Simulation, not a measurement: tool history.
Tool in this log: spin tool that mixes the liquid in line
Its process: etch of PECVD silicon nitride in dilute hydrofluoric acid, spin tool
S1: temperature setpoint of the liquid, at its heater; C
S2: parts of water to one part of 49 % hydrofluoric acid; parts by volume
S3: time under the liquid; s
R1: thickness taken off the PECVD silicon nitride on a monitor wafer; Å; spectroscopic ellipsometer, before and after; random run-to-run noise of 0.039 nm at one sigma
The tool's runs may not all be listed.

Run 1, day 0.000: S1 23.0 C, S2 145 parts by volume, S3 315 s. Result: R1 65.735 Å.
Run 2, day 0.296: S1 22.0 C, S2 145 parts by volume, S3 315 s. Result: R1 61.742 Å.
Run 3, day 0.617: S1 21.0 C, S2 145 parts by volume, S3 315 s. Result: R1 57.829 Å.
Run 4, day 0.958: S1 23.5 C, S2 145 parts by volume, S3 315 s. Result: R1 67.696 Å.
Run 5, day 1.133: S1 22.0 C, S2 145 parts by volume, S3 315 s. Result: R1 61.597 Å.
Run 6, day 1.250: S1 21.0 C, S2 145 parts by volume, S3 315 s. Result: R1 57.064 Å.

Estimate the outcome of run 7 from the log above:
Run 7, day 1.462: S1 20.5 C, S2 145 parts by volume, S3 315 s. Result: R1 ?.

{"run 7": {"R1": 56.725}}

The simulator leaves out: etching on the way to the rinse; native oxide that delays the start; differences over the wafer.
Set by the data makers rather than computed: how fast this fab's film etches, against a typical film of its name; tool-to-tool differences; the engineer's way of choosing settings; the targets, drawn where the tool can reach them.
